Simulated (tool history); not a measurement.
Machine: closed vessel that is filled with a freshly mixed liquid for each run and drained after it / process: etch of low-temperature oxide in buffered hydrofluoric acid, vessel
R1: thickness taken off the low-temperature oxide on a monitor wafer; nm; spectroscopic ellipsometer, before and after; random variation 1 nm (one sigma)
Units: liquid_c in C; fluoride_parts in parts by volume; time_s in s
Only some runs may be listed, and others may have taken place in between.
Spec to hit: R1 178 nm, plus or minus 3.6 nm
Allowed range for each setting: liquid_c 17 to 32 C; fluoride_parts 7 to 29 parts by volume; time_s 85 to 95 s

run 1 hour=0 | liquid_c=24 fluoride_parts=18 time_s=85 | R1=141.35
run 2 hour=6 | liquid_c=24 fluoride_parts=18 time_s=85 | R1=142.49
run 3 hour=14.9 | liquid_c=24 fluoride_parts=20 time_s=85 | R1=128.14
run 4 hour=19.2 | liquid_c=25.5 fluoride_parts=20 time_s=85 | R1=137.75
run 5 hour=22.3 | liquid_c=26.5 fluoride_parts=20 time_s=85 | R1=145.81
run 6 hour=27.2 | liquid_c=23 fluoride_parts=20 time_s=85 | R1=120.67
run 7 hour=29.5 | liquid_c=24.5 fluoride_parts=20 time_s=85 | R1=131.06
run 8 hour=35.7 | liquid_c=24.5 fluoride_parts=20 time_s=85 | R1=130.69
run 9 hour=38 | liquid_c=26 fluoride_parts=20 time_s=85 | R1=142.81

Pick the move, out of 5, that brings all results within their allowed miss; only one does.
run A hour=40.3 | liquid_c=21.5 fluoride_parts=21 time_s=90 | R1=?
run B hour=40.3 | liquid_c=21 fluoride_parts=21 time_s=85 | R1=?
run C hour=40.3 | liquid_c=27.5 fluoride_parts=19.5 time_s=95 | R1=?
run D hour=40.3 | liquid_c=28 fluoride_parts=21 time_s=90 | R1=?
run E hour=40.3 | liquid_c=25.5 fluoride_parts=24.5 time_s=85 | R1=?

move=A R1=112.92
move=B R1=103.72
move=C R1=175.35
move=D R1=160.95
move=E R1=119.51
A: moves away from the targets compared with the last run
B: moves away from the targets compared with the last run
C: hits every target within its allowed miss
D: closer than the last run, but not yet in spec
E: moves away from the targets compared with the last run
C is the move that brings every result within its allowed miss.
